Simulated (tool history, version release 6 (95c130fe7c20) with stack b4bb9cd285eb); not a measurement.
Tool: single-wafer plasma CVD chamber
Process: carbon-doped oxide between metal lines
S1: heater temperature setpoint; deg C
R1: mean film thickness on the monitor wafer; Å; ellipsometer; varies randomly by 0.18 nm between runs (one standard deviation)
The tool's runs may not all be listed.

run 1 hour=0.0 | S1=365 chamber_pressure_(Pa)=699 RF_power_(W)=595 deposition_time_(s)=15.5 | R1=792.18
run 2 hour=8.0 | S1=365 chamber_pressure_(Pa)=699 RF_power_(W)=595 deposition_time_(s)=15.5 | R1=791.95
run 3 hour=13.0 | S1=365 chamber_pressure_(Pa)=699 RF_power_(W)=595 deposition_time_(s)=15.5 | R1=787.77
run 4 hour=19.2 | S1=364 chamber_pressure_(Pa)=717 RF_power_(W)=605 deposition_time_(s)=15.5 | R1=810.48
run 5 hour=20.4 | S1=364 chamber_pressure_(Pa)=717 RF_power_(W)=605 deposition_time_(s)=14.8 | R1=773.21
run 6 hour=29.3 | S1=364 chamber_pressure_(Pa)=597 RF_power_(W)=605 deposition_time_(s)=14.8 | R1=750.47
run 7 hour=31.5 | S1=363 chamber_pressure_(Pa)=632 RF_power_(W)=615 deposition_time_(s)=14.8 | R1=770.45
run 8 hour=34.6 | S1=362 chamber_pressure_(Pa)=659 RF_power_(W)=625 deposition_time_(s)=14.8 | R1=788.71
run 9 hour=35.6 | S1=361 chamber_pressure_(Pa)=680 RF_power_(W)=630 deposition_time_(s)=14.8 | R1=802.21
run 10 hour=44.0 | S1=359 chamber_pressure_(Pa)=696 RF_power_(W)=635 deposition_time_(s)=14.8 | R1=812.02
run 11 hour=51.0 | S1=358 chamber_pressure_(Pa)=712 RF_power_(W)=640 deposition_time_(s)=14.8 | R1=824.28
run 12 hour=59.1 | S1=357 chamber_pressure_(Pa)=724 RF_power_(W)=640 deposition_time_(s)=14.8 | R1=828.27
run 13 hour=66.7 | S1=356 chamber_pressure_(Pa)=736 RF_power_(W)=640 deposition_time_(s)=14.8 | R1=830.81
run 14 hour=74.0 | S1=355 chamber_pressure_(Pa)=748 RF_power_(W)=645 deposition_time_(s)=14.8 | R1=844.39
run 15 hour=75.9 | S1=354 chamber_pressure_(Pa)=756 RF_power_(W)=645 deposition_time_(s)=14.8 | R1=845.12
run 16 hour=79.7 | S1=353 chamber_pressure_(Pa)=764 RF_power_(W)=645 deposition_time_(s)=14.8 | R1=845.87
run 17 hour=81.1 | S1=353 chamber_pressure_(Pa)=772 RF_power_(W)=645 deposition_time_(s)=14.8 | R1=847.27
run 18 hour=83.0 | S1=353 chamber_pressure_(Pa)=780 RF_power_(W)=645 deposition_time_(s)=14.8 | R1=849.99
run 19 hour=83.7 | S1=353 chamber_pressure_(Pa)=787 RF_power_(W)=645 deposition_time_(s)=14.8 | R1=848.30
run 20 hour=87.9 | S1=353 chamber_pressure_(Pa)=787 RF_power_(W)=645 deposition_time_(s)=14.8 | R1=852.47

Run 21 has not been measured yet. What should we expect?
run 21 hour=96.2 | S1=353 chamber_pressure_(Pa)=793 RF_power_(W)=645 deposition_time_(s)=14.8 | R1=?

R1: 846.79 Å
